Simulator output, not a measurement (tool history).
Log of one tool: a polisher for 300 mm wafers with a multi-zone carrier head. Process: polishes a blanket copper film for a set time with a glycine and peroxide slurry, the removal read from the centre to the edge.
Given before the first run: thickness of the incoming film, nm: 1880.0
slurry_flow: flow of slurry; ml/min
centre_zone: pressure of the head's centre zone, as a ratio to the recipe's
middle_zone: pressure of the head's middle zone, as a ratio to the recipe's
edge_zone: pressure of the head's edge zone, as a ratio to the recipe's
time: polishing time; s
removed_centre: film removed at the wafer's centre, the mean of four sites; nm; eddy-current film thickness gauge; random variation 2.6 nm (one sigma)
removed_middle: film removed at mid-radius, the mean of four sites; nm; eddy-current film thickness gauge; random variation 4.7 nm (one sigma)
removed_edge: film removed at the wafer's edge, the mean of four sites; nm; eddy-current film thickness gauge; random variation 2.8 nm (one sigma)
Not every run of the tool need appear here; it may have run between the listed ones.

{"run": 1, "hour": 0.0, "slurry_flow": 315, "centre_zone": 1, "middle_zone": 1, "edge_zone": 1, "time": 60, "removed_centre": 409.96, "removed_middle": 403.11, "removed_edge": 418.55}
{"run": 2, "hour": 3.6, "slurry_flow": 300, "centre_zone": 0.97, "middle_zone": 1, "edge_zone": 1.03, "time": 60, "removed_centre": 399.28, "removed_middle": 401.91, "removed_edge": 420.94}
{"run": 3, "hour": 6.3, "slurry_flow": 300, "centre_zone": 1.02, "middle_zone": 1, "edge_zone": 1.03, "time": 60, "removed_centre": 425.88, "removed_middle": 406.39, "removed_edge": 420.28}
{"run": 4, "hour": 12.9, "slurry_flow": 300, "centre_zone": 0.98, "middle_zone": 1, "edge_zone": 1.05, "time": 60, "removed_centre": 407.43, "removed_middle": 397.48, "removed_edge": 419.82}
{"run": 5, "hour": 14.5, "slurry_flow": 300, "centre_zone": 0.98, "middle_zone": 1, "edge_zone": 1.05, "time": 46, "removed_centre": 311.91, "removed_middle": 313.71, "removed_edge": 322.59}
{"run": 6, "hour": 16.5, "slurry_flow": 300, "centre_zone": 0.98, "middle_zone": 1.07, "edge_zone": 1.05, "time": 46, "removed_centre": 308.22, "removed_middle": 325.86, "removed_edge": 322.23}
{"run": 7, "hour": 18.7, "slurry_flow": 320, "centre_zone": 0.95, "middle_zone": 1.07, "edge_zone": 1.09, "time": 50, "removed_centre": 331.96, "removed_middle": 360.72, "removed_edge": 362.98}
{"run": 8, "hour": 22.5, "slurry_flow": 360, "centre_zone": 0.93, "middle_zone": 1.06, "edge_zone": 1.12, "time": 51, "removed_centre": 329.23, "removed_middle": 366.29, "removed_edge": 378.67}
{"run": 9, "hour": 31.5, "slurry_flow": 380, "centre_zone": 0.93, "middle_zone": 1.06, "edge_zone": 1.14, "time": 52, "removed_centre": 340.63, "removed_middle": 369.47, "removed_edge": 388.58}

Expected results for the next run?
{"run": 10, "hour": 32.5, "slurry_flow": 385, "centre_zone": 0.92, "middle_zone": 1.06, "edge_zone": 1.16, "time": 53, "removed_centre": "?", "removed_middle": "?", "removed_edge": "?"}

removed_centre: 344.81 nm
removed_middle: 381.8 nm
removed_edge: 398.18 nm
